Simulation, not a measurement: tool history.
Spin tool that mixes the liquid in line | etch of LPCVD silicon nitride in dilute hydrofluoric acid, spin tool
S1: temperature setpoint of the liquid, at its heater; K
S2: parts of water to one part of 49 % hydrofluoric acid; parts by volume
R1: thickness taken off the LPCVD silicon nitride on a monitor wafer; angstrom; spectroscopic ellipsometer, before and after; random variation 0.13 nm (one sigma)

run 1 hour=0.0 | S1=295.15 S2=165 time_under_the_liquid_(s)=310 | R1=8.4036
run 2 hour=6.9 | S1=298.15 S2=165 time_under_the_liquid_(s)=310 | R1=11.0360
run 3 hour=12.9 | S1=298.15 S2=165 time_under_the_liquid_(s)=310 | R1=11.6730
run 4 hour=18.7 | S1=298.15 S2=165 time_under_the_liquid_(s)=330 | R1=11.9580
run 5 hour=22.2 | S1=299.15 S2=145 time_under_the_liquid_(s)=330 | R1=13.0210
run 6 hour=24.7 | S1=300.15 S2=120 time_under_the_liquid_(s)=330 | R1=18.6690
run 7 hour=30.2 | S1=300.65 S2=110 time_under_the_liquid_(s)=330 | R1=21.6500
run 8 hour=35.2 | S1=301.15 S2=100 time_under_the_liquid_(s)=330 | R1=22.2660
run 9 hour=43.8 | S1=301.15 S2=100 time_under_the_liquid_(s)=330 | R1=24.8390
run 10 hour=50.6 | S1=301.65 S2=95 time_under_the_liquid_(s)=330 | R1=25.1550
run 11 hour=54.9 | S1=303.15 S2=45 time_under_the_liquid_(s)=330 | R1=57.0050
run 12 hour=56.1 | S1=302.15 S2=50 time_under_the_liquid_(s)=330 | R1=51.1020

Run 13 comes next. What will it give?
run 13 hour=58.1 | S1=302.15 S2=55 time_under_the_liquid_(s)=330 | R1=?

R1: 42.4950 angstrom

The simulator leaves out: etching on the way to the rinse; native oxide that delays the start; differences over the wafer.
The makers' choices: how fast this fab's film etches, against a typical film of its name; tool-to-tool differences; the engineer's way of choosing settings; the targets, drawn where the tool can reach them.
